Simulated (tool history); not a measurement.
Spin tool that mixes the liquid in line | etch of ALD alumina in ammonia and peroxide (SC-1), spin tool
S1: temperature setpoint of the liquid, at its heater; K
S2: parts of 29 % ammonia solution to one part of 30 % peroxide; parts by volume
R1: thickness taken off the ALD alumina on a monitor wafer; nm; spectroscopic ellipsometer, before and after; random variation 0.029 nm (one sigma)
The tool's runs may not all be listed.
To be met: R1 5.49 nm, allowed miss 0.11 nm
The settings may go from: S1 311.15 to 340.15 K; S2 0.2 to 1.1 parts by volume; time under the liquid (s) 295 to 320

run 1 hour=0 | S1=324.15 S2=0.6 time_under_the_liquid_(s)=295 | R1=11.554
run 2 hour=7.8 | S1=319.65 S2=0.55 time_under_the_liquid_(s)=295 | R1=9.0474
run 3 hour=15 | S1=319.65 S2=0.55 time_under_the_liquid_(s)=320 | R1=9.8254
run 4 hour=20.8 | S1=319.65 S2=0.55 time_under_the_liquid_(s)=320 | R1=9.777
run 5 hour=27 | S1=316.65 S2=0.45 time_under_the_liquid_(s)=315 | R1=8.0017
run 6 hour=36 | S1=320.15 S2=0.45 time_under_the_liquid_(s)=315 | R1=9.7163
run 7 hour=43.6 | S1=317.15 S2=0.4 time_under_the_liquid_(s)=315 | R1=8.0468
run 8 hour=52.6 | S1=315.15 S2=0.35 time_under_the_liquid_(s)=315 | R1=7.0699
run 9 hour=53.8 | S1=313.65 S2=0.35 time_under_the_liquid_(s)=315 | R1=6.5152
run 10 hour=55.9 | S1=311.15 S2=0.25 time_under_the_liquid_(s)=310 | R1=5.3136

5 next moves are on the table. One of them brings every result within its allowed miss. Which?
run A hour=58 | S1=311.65 S2=0.25 time_under_the_liquid_(s)=295 | R1=?
run B hour=58 | S1=311.15 S2=0.55 time_under_the_liquid_(s)=295 | R1=?
run C hour=58 | S1=311.15 S2=0.35 time_under_the_liquid_(s)=295 | R1=?
run D hour=58 | S1=311.65 S2=0.2 time_under_the_liquid_(s)=305 | R1=?
run E hour=58 | S1=311.65 S2=0.2 time_under_the_liquid_(s)=300 | R1=?

move=A R1=5.2692
move=B R1=5.515
move=C R1=5.2816
move=D R1=5.3322
move=E R1=5.2448
A: further off than the last run
B: meets every target
C: further off than the last run
D: nearer than the last run, and not there yet
E: further off than the last run
Answer: B

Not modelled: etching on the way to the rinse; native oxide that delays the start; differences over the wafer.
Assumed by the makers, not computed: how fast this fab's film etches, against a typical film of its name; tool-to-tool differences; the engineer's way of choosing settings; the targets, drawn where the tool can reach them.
